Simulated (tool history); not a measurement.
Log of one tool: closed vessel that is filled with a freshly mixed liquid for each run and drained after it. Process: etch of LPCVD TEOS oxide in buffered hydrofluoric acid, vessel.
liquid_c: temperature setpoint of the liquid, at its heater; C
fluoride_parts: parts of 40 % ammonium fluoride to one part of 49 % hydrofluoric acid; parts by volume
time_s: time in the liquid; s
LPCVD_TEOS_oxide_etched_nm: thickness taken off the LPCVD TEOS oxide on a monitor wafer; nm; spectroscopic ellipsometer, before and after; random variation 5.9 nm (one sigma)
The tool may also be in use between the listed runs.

Run 1, hour 0: liquid_c 25 C, fluoride_parts 13 parts by volume, time_s 90 s. Result: LPCVD_TEOS_oxide_etched_nm 255.09 nm.
Run 2, hour 1.5: liquid_c 25 C, fluoride_parts 13 parts by volume, time_s 90 s. Result: LPCVD_TEOS_oxide_etched_nm 253.84 nm.
Run 3, hour 9.6: liquid_c 27.5 C, fluoride_parts 13 parts by volume, time_s 90 s. Result: LPCVD_TEOS_oxide_etched_nm 292.97 nm.
Run 4, hour 15.1: liquid_c 25.5 C, fluoride_parts 13 parts by volume, time_s 90 s. Result: LPCVD_TEOS_oxide_etched_nm 264.05 nm.
Run 5, hour 20.3: liquid_c 25.5 C, fluoride_parts 13 parts by volume, time_s 95 s. Result: LPCVD_TEOS_oxide_etched_nm 275.4 nm.
Run 6, hour 24.6: liquid_c 25.5 C, fluoride_parts 13 parts by volume, time_s 95 s. Result: LPCVD_TEOS_oxide_etched_nm 274.04 nm.

Run 7 comes next. What will it give?
Run 7, hour 32: liquid_c 27.5 C, fluoride_parts 11.5 parts by volume, time_s 95 s. Result: LPCVD_TEOS_oxide_etched_nm ?.

{"run 7": {"LPCVD_TEOS_oxide_etched_nm": 345.46}}
